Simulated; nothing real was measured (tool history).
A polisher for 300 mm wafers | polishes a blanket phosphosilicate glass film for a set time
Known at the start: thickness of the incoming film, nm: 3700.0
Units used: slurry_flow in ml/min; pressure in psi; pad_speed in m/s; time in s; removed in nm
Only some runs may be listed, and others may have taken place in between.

{"run": 1, "hour": 0.0, "slurry_flow": 160, "pressure": 2.4, "pad_speed": 0.78, "slurry_solids": 1.0, "time": 42, "removed": 221.13}
{"run": 2, "hour": 1.0, "slurry_flow": 160, "pressure": 2.4, "pad_speed": 0.78, "slurry_solids": 1.0, "time": 37, "removed": 195.93}
{"run": 3, "hour": 8.2, "slurry_flow": 160, "pressure": 2.4, "pad_speed": 0.78, "slurry_solids": 1.15, "time": 37, "removed": 214.31}
{"run": 4, "hour": 13.7, "slurry_flow": 160, "pressure": 2.3, "pad_speed": 0.74, "slurry_solids": 1.15, "time": 37, "removed": 198.45}
{"run": 5, "hour": 16.0, "slurry_flow": 160, "pressure": 2.3, "pad_speed": 0.66, "slurry_solids": 1.15, "time": 37, "removed": 179.04}
{"run": 6, "hour": 20.7, "slurry_flow": 160, "pressure": 2.2, "pad_speed": 0.64, "slurry_solids": 1.15, "time": 37, "removed": 168.22}
{"run": 7, "hour": 27.5, "slurry_flow": 160, "pressure": 2.1, "pad_speed": 0.62, "slurry_solids": 1.15, "time": 37, "removed": 158.64}

For run 8, what comes out?
{"run": 8, "hour": 31.2, "slurry_flow": 160, "pressure": 2.0, "pad_speed": 0.6, "slurry_solids": 1.15, "time": 37, "removed": "?"}

For run 8 the tool returned removed 146.28 nm.
